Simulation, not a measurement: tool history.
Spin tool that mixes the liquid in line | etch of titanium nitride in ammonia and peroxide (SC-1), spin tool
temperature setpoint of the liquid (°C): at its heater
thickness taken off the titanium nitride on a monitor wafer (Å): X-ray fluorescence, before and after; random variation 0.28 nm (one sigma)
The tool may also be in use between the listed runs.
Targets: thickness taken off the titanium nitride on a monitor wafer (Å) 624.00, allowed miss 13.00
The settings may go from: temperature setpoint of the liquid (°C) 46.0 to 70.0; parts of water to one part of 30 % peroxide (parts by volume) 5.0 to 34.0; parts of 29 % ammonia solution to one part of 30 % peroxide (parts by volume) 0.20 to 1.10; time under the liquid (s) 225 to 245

| run | hour | temperature setpoint of the liquid (°C) | parts of water to one part of 30 % peroxide (parts by volume) | parts of 29 % ammonia solution to one part of 30 % peroxide (parts by volume) | time under the liquid (s) | thickness taken off the titanium nitride on a monitor wafer (Å) |
|---|---|---|---|---|---|---|
| 1 | 0.0 | 62.0 | 19.0 | 0.60 | 225 | 354.28 |
| 2 | 5.9 | 62.0 | 25.5 | 0.60 | 225 | 300.83 |
| 3 | 13.9 | 63.5 | 24.0 | 0.60 | 225 | 339.82 |
| 4 | 20.8 | 63.5 | 24.0 | 0.40 | 225 | 318.40 |
| 5 | 24.9 | 63.5 | 29.0 | 0.40 | 225 | 283.94 |
| 6 | 25.8 | 63.5 | 29.0 | 0.50 | 225 | 296.93 |
| 7 | 30.0 | 64.5 | 26.5 | 0.50 | 225 | 333.76 |
| 8 | 34.7 | 65.5 | 24.5 | 0.50 | 225 | 370.05 |
| 9 | 36.1 | 66.5 | 22.5 | 0.50 | 225 | 415.62 |
| 10 | 40.2 | 66.5 | 22.5 | 0.50 | 225 | 414.81 |
| 11 | 44.8 | 67.0 | 21.0 | 0.50 | 225 | 444.50 |
| 12 | 49.9 | 67.5 | 20.0 | 0.50 | 225 | 471.82 |
| 13 | 55.3 | 68.0 | 19.0 | 0.50 | 225 | 504.14 |
| 14 | 60.5 | 68.5 | 18.5 | 0.50 | 225 | 524.14 |
| 15 | 64.1 | 68.5 | 18.5 | 0.50 | 225 | 524.45 |
| 16 | 72.3 | 69.0 | 18.0 | 0.50 | 225 | 548.61 |

4 next moves are on the table. One of them brings every result within its allowed miss. Which?
| A | 80.5 | 69.5 | 18.5 | 0.70 | 245 | ? |
| B | 80.5 | 70.0 | 18.0 | 0.55 | 245 | ? |
| C | 80.5 | 68.0 | 16.5 | 0.50 | 245 | ? |
| D | 80.5 | 69.0 | 16.5 | 0.55 | 240 | ? |

| move | thickness taken off the titanium nitride on a monitor wafer (Å) |
|---|---|
| A | 651.70 |
| B | 653.22 |
| C | 594.73 |
| D | 630.95 |
A: takes the result that was furthest off past its target
B: takes the result that was furthest off past its target
C: nearer than the last run, and not there yet
D: meets every target
The right move is D.

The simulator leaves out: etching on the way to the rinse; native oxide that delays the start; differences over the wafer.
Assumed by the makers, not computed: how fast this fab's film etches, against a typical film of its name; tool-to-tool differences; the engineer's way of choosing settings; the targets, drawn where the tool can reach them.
